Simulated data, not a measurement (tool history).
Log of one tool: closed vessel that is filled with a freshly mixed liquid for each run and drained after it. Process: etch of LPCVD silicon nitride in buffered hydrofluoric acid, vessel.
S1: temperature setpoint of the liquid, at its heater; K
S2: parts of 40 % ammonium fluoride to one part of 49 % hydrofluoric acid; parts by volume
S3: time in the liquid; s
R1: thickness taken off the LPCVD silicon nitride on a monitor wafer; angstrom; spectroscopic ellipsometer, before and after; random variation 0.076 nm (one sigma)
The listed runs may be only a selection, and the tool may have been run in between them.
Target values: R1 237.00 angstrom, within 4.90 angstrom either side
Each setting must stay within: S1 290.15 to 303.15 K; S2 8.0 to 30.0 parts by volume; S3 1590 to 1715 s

{"run": 1, "hour": 0.0, "S1": 295.15, "S2": 21.5, "S3": 1590, "R1": 118.96}
{"run": 2, "hour": 5.1, "S1": 297.15, "S2": 19.5, "S3": 1590, "R1": 144.17}
{"run": 3, "hour": 12.8, "S1": 297.15, "S2": 19.5, "S3": 1715, "R1": 155.22}
{"run": 4, "hour": 19.4, "S1": 298.65, "S2": 18.5, "S3": 1715, "R1": 177.01}
{"run": 5, "hour": 25.4, "S1": 299.65, "S2": 18.0, "S3": 1715, "R1": 191.85}
{"run": 6, "hour": 35.0, "S1": 299.65, "S2": 18.0, "S3": 1590, "R1": 178.83}
{"run": 7, "hour": 36.7, "S1": 300.65, "S2": 17.5, "S3": 1590, "R1": 191.74}
{"run": 8, "hour": 42.5, "S1": 301.15, "S2": 17.0, "S3": 1590, "R1": 205.01}
{"run": 9, "hour": 50.1, "S1": 301.65, "S2": 17.0, "S3": 1590, "R1": 209.56}
{"run": 10, "hour": 57.6, "S1": 302.15, "S2": 17.0, "S3": 1590, "R1": 213.61}
{"run": 11, "hour": 63.4, "S1": 302.65, "S2": 16.5, "S3": 1590, "R1": 227.74}

Consider the 5 candidate settings below. Which is the only one whose results all fall within their allowed miss of target?
{"run": "A", "hour": 69.2, "S1": 302.65, "S2": 17.0, "S3": 1620, "R1": "?"}
{"run": "B", "hour": 69.2, "S1": 303.15, "S2": 18.0, "S3": 1680, "R1": "?"}
{"run": "C", "hour": 69.2, "S1": 302.65, "S2": 16.0, "S3": 1690, "R1": "?"}
{"run": "D", "hour": 69.2, "S1": 303.15, "S2": 17.5, "S3": 1590, "R1": "?"}
{"run": "E", "hour": 69.2, "S1": 299.15, "S2": 13.0, "S3": 1590, "R1": "?"}

move=A R1=225.62
move=B R1=227.11
move=C R1=249.80
move=D R1=220.97
move=E R1=239.03
A: moves away from the targets compared with the last run
B: moves away from the targets compared with the last run
C: the result that was furthest off in the last run now lies on the other side of its target
D: moves away from the targets compared with the last run
E: in spec on every target
Correct choice: E, which meets every target
